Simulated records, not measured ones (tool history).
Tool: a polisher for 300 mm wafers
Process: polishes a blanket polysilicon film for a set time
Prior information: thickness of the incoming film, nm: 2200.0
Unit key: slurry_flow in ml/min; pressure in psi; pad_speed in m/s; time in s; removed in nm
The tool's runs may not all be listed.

| run | hour | slurry_flow | pressure | pad_speed | time | removed |
|---|---|---|---|---|---|---|
| 1 | 0 | 205 | 2.7 | 0.92 | 75 | 495.52 |
| 2 | 3.5 | 205 | 2.7 | 0.92 | 79 | 518.13 |
| 3 | 5.7 | 205 | 2.7 | 0.72 | 79 | 412.88 |
| 4 | 7.5 | 205 | 3.2 | 0.72 | 79 | 477.62 |
| 5 | 14.7 | 205 | 2.8 | 0.72 | 79 | 420.55 |
| 6 | 20 | 185 | 2.8 | 0.72 | 79 | 415.2 |
| 7 | 24.9 | 200 | 3.5 | 0.84 | 79 | 618.18 |

What does the tool deliver on the next run?
| 8 | 28.8 | 200 | 3.6 | 0.84 | 79 | ? |

{"run 8": {"removed": 633.45}}
